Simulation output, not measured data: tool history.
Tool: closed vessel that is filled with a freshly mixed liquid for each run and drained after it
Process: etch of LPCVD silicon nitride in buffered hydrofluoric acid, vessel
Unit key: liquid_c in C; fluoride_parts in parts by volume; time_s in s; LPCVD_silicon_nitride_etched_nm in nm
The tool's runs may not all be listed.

| run | day | liquid_c | fluoride_parts | time_s | LPCVD_silicon_nitride_etched_nm |
|---|---|---|---|---|---|
| 1 | 0.000 | 25.0 | 12.5 | 1775 | 22.285 |
| 2 | 0.088 | 24.5 | 12.5 | 1775 | 21.879 |
| 3 | 0.312 | 27.5 | 12.5 | 1775 | 26.013 |
| 4 | 0.512 | 26.5 | 12.5 | 1775 | 24.278 |
| 5 | 0.750 | 25.5 | 12.5 | 1775 | 23.151 |
| 6 | 1.008 | 24.5 | 12.5 | 1775 | 21.789 |
| 7 | 1.262 | 24.0 | 12.5 | 1775 | 21.413 |

Run 8 comes next. What will it give?
| 8 | 1.375 | 20.0 | 12.5 | 1775 | ? |

{"run 8": {"LPCVD_silicon_nitride_etched_nm": 17.001}}
